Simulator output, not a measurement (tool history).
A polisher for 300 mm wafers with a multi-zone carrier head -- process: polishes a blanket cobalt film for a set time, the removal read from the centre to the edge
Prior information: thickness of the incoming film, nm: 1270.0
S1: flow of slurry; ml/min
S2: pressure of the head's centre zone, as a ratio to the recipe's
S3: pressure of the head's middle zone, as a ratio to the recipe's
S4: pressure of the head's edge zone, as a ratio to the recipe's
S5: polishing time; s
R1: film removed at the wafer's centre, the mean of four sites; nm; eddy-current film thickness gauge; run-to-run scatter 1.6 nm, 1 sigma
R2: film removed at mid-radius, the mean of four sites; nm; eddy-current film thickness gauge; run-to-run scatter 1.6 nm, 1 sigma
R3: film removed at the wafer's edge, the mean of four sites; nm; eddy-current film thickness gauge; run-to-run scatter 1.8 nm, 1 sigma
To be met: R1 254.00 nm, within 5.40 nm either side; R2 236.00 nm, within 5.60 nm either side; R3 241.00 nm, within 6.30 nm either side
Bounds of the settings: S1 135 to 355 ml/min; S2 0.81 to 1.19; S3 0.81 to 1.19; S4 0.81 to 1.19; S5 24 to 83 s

run,hour,S1,S2,S3,S4,S5,R1,R2,R3
1,0.0,225,1.00,1.00,1.00,53,295.18,294.85,294.78
2,1.0,225,1.00,1.00,1.04,53,296.63,295.96,294.88
3,8.2,225,1.00,1.00,1.00,53,292.70,294.96,290.18
4,8.7,225,1.00,1.00,1.06,53,294.04,295.16,300.13
5,12.7,225,1.00,1.00,1.06,60,333.95,332.28,337.87
6,19.3,225,1.00,0.98,1.02,57,318.73,313.39,309.09
7,23.6,210,0.98,0.95,1.02,55,297.55,297.16,306.07
8,25.6,215,0.98,0.93,0.99,53,287.17,279.70,284.29
9,30.0,210,0.97,0.91,0.97,52,279.04,270.31,278.16
10,36.2,205,0.97,0.89,0.94,51,272.64,263.19,271.35
11,43.3,205,0.97,0.88,0.92,50,266.30,257.35,258.64
12,48.0,200,0.97,0.87,0.91,50,266.63,252.09,262.12
13,52.3,200,0.97,0.86,0.89,49,262.46,243.87,249.38

Of the 5 settings listed for the next run, only one would bring every result within its allowed miss of target. Which one?
A,56.6,215,0.99,0.81,1.05,46,?,?,?
B,56.6,190,0.95,0.89,1.06,46,?,?,?
C,56.6,240,0.96,0.83,0.86,47,?,?,?
D,56.6,190,1.00,0.87,1.06,47,?,?,?
E,56.6,190,0.96,0.81,0.92,46,?,?,?

move,R1,R2,R3
A,251.27,227.95,258.84
B,238.39,237.47,257.08
C,253.08,239.13,242.83
D,255.02,239.32,262.72
E,240.54,224.77,240.37
A: meets the target for the result that was furthest off, but another lies outside its allowed miss
B: the result that was furthest off in the last run now lies on the other side of its target
C: meets every target
D: meets the target for the result that was furthest off, but another lies outside its allowed miss
E: the result that was furthest off in the last run now lies on the other side of its target
The right move is C.
